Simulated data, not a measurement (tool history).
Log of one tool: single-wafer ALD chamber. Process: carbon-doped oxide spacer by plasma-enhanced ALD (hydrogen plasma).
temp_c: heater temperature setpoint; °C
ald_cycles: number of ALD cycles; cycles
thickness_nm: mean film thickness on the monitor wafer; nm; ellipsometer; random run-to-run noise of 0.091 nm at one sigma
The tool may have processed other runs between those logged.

| run | day | temp_c | ald_cycles | thickness_nm |
|---|---|---|---|---|
| 1 | 0 | 385 | 514 | 23.452 |
| 2 | 0.379 | 392 | 514 | 23.449 |
| 3 | 0.712 | 392 | 562 | 25.594 |
| 4 | 1.054 | 392 | 528 | 24.22 |
| 5 | 1.292 | 382 | 528 | 24.184 |
| 6 | 1.521 | 382 | 463 | 21.182 |
| 7 | 1.921 | 382 | 463 | 21.169 |
| 8 | 2.071 | 382 | 463 | 21.266 |

For run 9, what comes out?
| 9 | 2.2 | 382 | 458 | ? |

thickness_nm: 20.969 nm
